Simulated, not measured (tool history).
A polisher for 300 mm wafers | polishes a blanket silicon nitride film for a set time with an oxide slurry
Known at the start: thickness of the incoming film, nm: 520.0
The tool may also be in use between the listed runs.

run,hour,flow of slurry (ml/min),pressure of the wafer on the pad (kPa),speed of the pad under the wafer (cm/s),abrasive content of the slurry,polishing time (s),film removed (angstrom)
1,0,255,31.7,126,1,55,458.89
2,6.7,295,31.7,126,1,55,469.25
3,14.3,290,29,118,1,55,406.79
4,17.5,285,26.9,112,1,55,358.18
5,24.9,280,24.8,108,1,55,326.54
6,28.5,280,24.8,108,1,58,346.57
7,35.2,275,23.4,104,1,58,316.63
8,37.6,265,22.1,100,1,58,295.25
9,41.8,260,20.7,96,1,58,265.58
10,50.2,250,20,96,1,58,259.43

Forecast run 11:
11,51.1,240,19.3,94,1,58,?

film removed (angstrom): 241.5
